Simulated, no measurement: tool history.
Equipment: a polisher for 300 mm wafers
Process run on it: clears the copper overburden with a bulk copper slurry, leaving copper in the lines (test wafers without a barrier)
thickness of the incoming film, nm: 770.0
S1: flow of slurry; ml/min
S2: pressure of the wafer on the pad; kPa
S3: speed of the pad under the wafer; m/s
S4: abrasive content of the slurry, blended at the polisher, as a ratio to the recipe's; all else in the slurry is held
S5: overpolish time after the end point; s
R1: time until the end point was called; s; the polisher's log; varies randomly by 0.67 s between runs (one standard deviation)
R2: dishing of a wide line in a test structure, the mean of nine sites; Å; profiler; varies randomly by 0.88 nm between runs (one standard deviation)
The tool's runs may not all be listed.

run	hour	S1	S2	S3	S4	S5	R1	R2
1	0.0	235	22.1	1.30	1.0	28	50.344	811.36
2	8.8	200	22.1	1.30	1.0	28	50.758	828.95
3	10.1	195	19.3	1.30	1.0	30	58.209	795.76
4	13.5	185	17.2	1.30	1.0	33	65.061	767.01
5	20.7	160	17.2	1.30	1.0	33	66.193	774.45
6	27.2	215	17.2	1.30	1.0	33	65.183	782.48
7	29.6	215	15.9	1.30	1.0	34	69.928	759.50

Expected results for the next run?
8	30.8	215	15.2	1.30	1.0	37	?	?

{"run 8": {"R1": 72.413, "R2": 765.78}}
